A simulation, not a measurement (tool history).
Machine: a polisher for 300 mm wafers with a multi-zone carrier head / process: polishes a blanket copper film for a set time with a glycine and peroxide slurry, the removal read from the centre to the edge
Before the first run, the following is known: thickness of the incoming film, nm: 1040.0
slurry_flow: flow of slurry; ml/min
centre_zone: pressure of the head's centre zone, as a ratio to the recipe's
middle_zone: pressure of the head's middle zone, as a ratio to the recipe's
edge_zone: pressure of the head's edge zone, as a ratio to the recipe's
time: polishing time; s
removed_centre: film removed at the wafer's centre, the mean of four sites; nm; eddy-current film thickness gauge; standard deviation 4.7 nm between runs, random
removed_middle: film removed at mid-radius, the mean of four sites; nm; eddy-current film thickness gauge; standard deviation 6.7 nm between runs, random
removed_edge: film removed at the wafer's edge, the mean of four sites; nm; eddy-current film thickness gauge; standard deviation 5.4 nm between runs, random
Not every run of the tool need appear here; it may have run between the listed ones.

| run | hour | slurry_flow | centre_zone | middle_zone | edge_zone | time | removed_centre | removed_middle | removed_edge |
|---|---|---|---|---|---|---|---|---|---|
| 1 | 0.0 | 260 | 1.00 | 1.00 | 1.00 | 53 | 431.86 | 432.37 | 415.01 |
| 2 | 8.7 | 265 | 0.99 | 0.99 | 1.05 | 55 | 443.15 | 431.60 | 449.09 |
| 3 | 15.3 | 265 | 0.99 | 0.92 | 1.05 | 55 | 438.36 | 405.82 | 443.77 |
| 4 | 18.9 | 265 | 0.99 | 0.85 | 1.05 | 55 | 439.28 | 386.43 | 444.94 |
| 5 | 20.1 | 265 | 0.99 | 0.91 | 1.05 | 55 | 443.50 | 410.91 | 449.89 |
| 6 | 25.7 | 275 | 0.99 | 0.94 | 1.08 | 56 | 455.03 | 427.95 | 465.93 |

Predict the results of run 7:
| 7 | 27.7 | 285 | 0.99 | 0.96 | 1.11 | 56 | ? | ? | ? |

removed_centre: 450.36 nm
removed_middle: 428.08 nm
removed_edge: 471.62 nm
